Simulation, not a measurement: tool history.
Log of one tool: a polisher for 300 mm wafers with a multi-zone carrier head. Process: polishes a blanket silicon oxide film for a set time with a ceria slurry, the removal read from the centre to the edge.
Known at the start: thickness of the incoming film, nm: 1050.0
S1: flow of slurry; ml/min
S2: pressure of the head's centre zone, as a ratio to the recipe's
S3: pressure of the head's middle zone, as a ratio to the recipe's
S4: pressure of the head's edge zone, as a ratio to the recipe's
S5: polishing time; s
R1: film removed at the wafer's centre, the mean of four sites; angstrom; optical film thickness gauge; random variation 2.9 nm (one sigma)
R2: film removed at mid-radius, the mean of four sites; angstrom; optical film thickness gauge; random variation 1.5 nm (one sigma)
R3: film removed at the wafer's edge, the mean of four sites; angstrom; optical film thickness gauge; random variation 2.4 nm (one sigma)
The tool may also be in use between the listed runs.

run 1 hour=0 | S1=275 S2=1 S3=1 S4=1 S5=46 | R1=1502.6 R2=1568 R3=1550.2
run 2 hour=4 | S1=280 S2=1.01 S3=1.01 S4=1.03 S5=48 | R1=1591.8 R2=1641.4 R3=1658
run 3 hour=5.1 | S1=280 S2=0.93 S3=1.01 S4=1.03 S5=48 | R1=1460.2 R2=1630.5 R3=1629.1
run 4 hour=9.2 | S1=285 S2=0.96 S3=1.03 S4=1.05 S5=50 | R1=1547.9 R2=1732.8 R3=1684.8
run 5 hour=15.3 | S1=280 S2=0.98 S3=1.02 S4=1.06 S5=52 | R1=1687.1 R2=1777.7 R3=1786.5
run 6 hour=22.1 | S1=280 S2=0.98 S3=1.02 S4=1.11 S5=52 | R1=1635.4 R2=1774.5 R3=1831.7

Run 7 comes next. What will it give?
run 7 hour=27.4 | S1=280 S2=1 S3=1.03 S4=1.12 S5=53 | R1=? R2=? R3=?

{"run 7": {"R1": 1714.1, "R2": 1849, "R3": 1895.5}}
